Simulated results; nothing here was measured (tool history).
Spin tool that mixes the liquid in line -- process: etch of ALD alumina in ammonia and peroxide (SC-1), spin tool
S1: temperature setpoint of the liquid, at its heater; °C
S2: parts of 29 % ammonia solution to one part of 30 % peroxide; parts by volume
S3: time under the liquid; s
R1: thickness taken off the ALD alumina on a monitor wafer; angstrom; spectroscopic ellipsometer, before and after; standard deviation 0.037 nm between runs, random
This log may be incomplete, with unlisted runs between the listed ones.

{"run": 1, "hour": 0.0, "S1": 50, "S2": 0.8, "S3": 100, "R1": 29.831}
{"run": 2, "hour": 3.9, "S1": 51, "S2": 0.8, "S3": 100, "R1": 31.592}
{"run": 3, "hour": 12.6, "S1": 51, "S2": 0.8, "S3": 100, "R1": 31.886}
{"run": 4, "hour": 15.2, "S1": 52, "S2": 0.8, "S3": 100, "R1": 33.165}
{"run": 5, "hour": 16.8, "S1": 52, "S2": 0.65, "S3": 100, "R1": 32.754}
{"run": 6, "hour": 25.0, "S1": 52, "S2": 0.9, "S3": 100, "R1": 33.551}
{"run": 7, "hour": 26.0, "S1": 53, "S2": 0.9, "S3": 100, "R1": 35.418}

Predict the results of run 8:
{"run": 8, "hour": 29.6, "S1": 57, "S2": 0.9, "S3": 100, "R1": "?"}

{"run 8": {"R1": 43.766}}

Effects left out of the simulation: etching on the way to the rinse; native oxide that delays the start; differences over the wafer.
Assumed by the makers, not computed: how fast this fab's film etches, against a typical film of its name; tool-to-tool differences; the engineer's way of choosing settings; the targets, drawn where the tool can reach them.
